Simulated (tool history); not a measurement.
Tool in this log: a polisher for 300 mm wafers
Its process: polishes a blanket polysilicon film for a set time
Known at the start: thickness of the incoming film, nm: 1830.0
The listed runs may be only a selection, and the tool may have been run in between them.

run	hour	flow of slurry (ml/min)	pressure of the wafer on the pad (kPa)	speed of the pad under the wafer (m/s)	polishing time (s)	film removed (Å)
1	0	170	15.2	1	53	3399.2
2	3.9	170	16.5	1	53	3701.5
3	5.6	170	16.5	0.84	53	3079.8
4	13.9	200	16.5	0.84	53	3234.9
5	19.1	200	16.5	0.84	53	3227.6
6	21.7	200	19.3	0.84	53	3712.1
7	28.3	200	20	0.84	53	3886.5
8	35.3	200	20.7	0.84	53	4017.6
9	40.3	200	21.4	0.84	53	4243.4

Run 10 comes next. What will it give?
10	47	200	22.1	0.84	53	?

Run 10 produced film removed (Å) 4243.
